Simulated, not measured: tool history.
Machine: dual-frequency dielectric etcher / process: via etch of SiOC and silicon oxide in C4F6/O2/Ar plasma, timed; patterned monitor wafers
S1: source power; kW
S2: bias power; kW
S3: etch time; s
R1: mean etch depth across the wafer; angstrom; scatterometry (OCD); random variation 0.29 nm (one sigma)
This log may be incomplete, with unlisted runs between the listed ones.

| run | hour | S1 | S2 | S3 | R1 |
|---|---|---|---|---|---|
| 1 | 0.0 | 0.450 | 0.140 | 107.5 | 1096.7 |
| 2 | 4.8 | 0.400 | 0.137 | 107.5 | 1052.1 |
| 3 | 8.7 | 0.400 | 0.137 | 112.0 | 1095.2 |
| 4 | 14.9 | 0.460 | 0.137 | 112.0 | 1142.8 |
| 5 | 23.8 | 0.410 | 0.137 | 112.0 | 1108.8 |
| 6 | 29.8 | 0.380 | 0.137 | 112.0 | 1076.5 |
|  | 31.0 | wet clean of the chamber |
| 7 | 31.0 | 0.380 | 0.137 | 112.0 | 1037.0 |

Estimate the outcome of run 8 from the log above:
| 8 | 34.6 | 0.360 | 0.136 | 112.0 | ? |

{"run 8": {"R1": 1019.6}}
